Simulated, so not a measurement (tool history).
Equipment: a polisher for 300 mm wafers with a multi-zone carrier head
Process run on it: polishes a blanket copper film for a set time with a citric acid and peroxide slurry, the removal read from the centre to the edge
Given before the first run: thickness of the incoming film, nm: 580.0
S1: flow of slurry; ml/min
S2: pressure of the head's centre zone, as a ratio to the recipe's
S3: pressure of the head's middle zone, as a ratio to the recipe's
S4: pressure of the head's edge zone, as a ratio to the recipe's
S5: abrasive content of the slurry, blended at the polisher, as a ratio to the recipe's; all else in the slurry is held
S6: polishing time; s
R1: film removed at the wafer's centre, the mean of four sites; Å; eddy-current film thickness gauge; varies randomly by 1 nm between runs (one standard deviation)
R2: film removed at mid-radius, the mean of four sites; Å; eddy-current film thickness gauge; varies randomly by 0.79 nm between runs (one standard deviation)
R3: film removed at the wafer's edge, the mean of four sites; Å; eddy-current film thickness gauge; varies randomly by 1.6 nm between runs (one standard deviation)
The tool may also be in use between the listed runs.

Run 1, hour 0.0: S1 130 ml/min, S2 1.00, S3 1.00, S4 1.00, S5 1.00, S6 39 s. Result: R1 918.30 Å, R2 897.44 Å, R3 941.26 Å.
Run 2, hour 2.5: S1 140 ml/min, S2 0.98, S3 1.03, S4 1.05, S5 1.15, S6 40 s. Result: R1 957.73 Å, R2 996.62 Å, R3 1033.30 Å.
Run 3, hour 5.6: S1 150 ml/min, S2 0.97, S3 1.04, S4 1.09, S5 1.25, S6 41 s. Result: R1 996.44 Å, R2 1054.90 Å, R3 1085.90 Å.
Run 4, hour 11.2: S1 150 ml/min, S2 0.97, S3 1.01, S4 1.09, S5 1.25, S6 41 s. Result: R1 1000.00 Å, R2 1018.90 Å, R3 1107.30 Å.
Run 5, hour 18.8: S1 150 ml/min, S2 0.97, S3 1.01, S4 1.17, S5 1.25, S6 41 s. Result: R1 988.96 Å, R2 1035.70 Å, R3 1136.40 Å.
Run 6, hour 21.0: S1 155 ml/min, S2 0.96, S3 1.03, S4 1.18, S5 1.30, S6 42 s. Result: R1 1010.40 Å, R2 1077.60 Å, R3 1177.30 Å.

Expected results for the next run?
Run 7, hour 21.8: S1 160 ml/min, S2 0.95, S3 1.05, S4 1.18, S5 1.35, S6 43 s. Result: R1 ?, R2 ?, R3 ?.

R1: 1075.80 Å
R2: 1131.60 Å
R3: 1224.00 Å

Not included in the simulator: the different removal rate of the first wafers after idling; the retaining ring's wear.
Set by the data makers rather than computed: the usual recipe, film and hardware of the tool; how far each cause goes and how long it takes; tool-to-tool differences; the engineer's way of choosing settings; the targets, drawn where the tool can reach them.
